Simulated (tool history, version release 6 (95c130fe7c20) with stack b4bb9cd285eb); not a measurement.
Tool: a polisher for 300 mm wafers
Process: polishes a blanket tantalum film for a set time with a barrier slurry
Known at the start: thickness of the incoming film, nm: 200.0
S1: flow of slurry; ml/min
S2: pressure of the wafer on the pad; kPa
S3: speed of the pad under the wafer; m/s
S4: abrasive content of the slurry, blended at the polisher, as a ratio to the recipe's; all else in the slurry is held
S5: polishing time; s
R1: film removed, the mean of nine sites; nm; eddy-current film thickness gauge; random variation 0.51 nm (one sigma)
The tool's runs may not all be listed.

Run 1, day 0.000: S1 230 ml/min, S2 13.8 kPa, S3 1.16 m/s, S4 1.00, S5 46 s. Result: R1 86.334 nm.
Run 2, day 0.125: S1 230 ml/min, S2 12.4 kPa, S3 1.16 m/s, S4 1.00, S5 46 s. Result: R1 79.463 nm.
Run 3, day 0.396: S1 230 ml/min, S2 12.4 kPa, S3 1.16 m/s, S4 1.00, S5 48 s. Result: R1 82.714 nm.
Run 4, day 0.496: S1 230 ml/min, S2 11.0 kPa, S3 1.16 m/s, S4 1.00, S5 48 s. Result: R1 73.658 nm.
Run 5, day 0.696: S1 260 ml/min, S2 11.0 kPa, S3 1.16 m/s, S4 1.00, S5 48 s. Result: R1 75.021 nm.
Run 6, day 0.796: S1 260 ml/min, S2 11.0 kPa, S3 1.16 m/s, S4 1.15, S5 48 s. Result: R1 77.259 nm.
Run 7, day 1.121: S1 260 ml/min, S2 9.7 kPa, S3 1.16 m/s, S4 1.15, S5 48 s. Result: R1 68.548 nm.
Run 8, day 1.275: S1 260 ml/min, S2 9.0 kPa, S3 1.16 m/s, S4 1.15, S5 48 s. Result: R1 63.850 nm.
Run 9, day 1.392: S1 250 ml/min, S2 6.9 kPa, S3 1.16 m/s, S4 1.15, S5 48 s. Result: R1 48.689 nm.

Run 10, settings as shown, results not yet in. Your forecast:
Run 10, day 1.617: S1 270 ml/min, S2 6.9 kPa, S3 1.16 m/s, S4 1.15, S5 48 s. Result: R1 ?.

For run 10 the tool returned R1 48.546 nm.
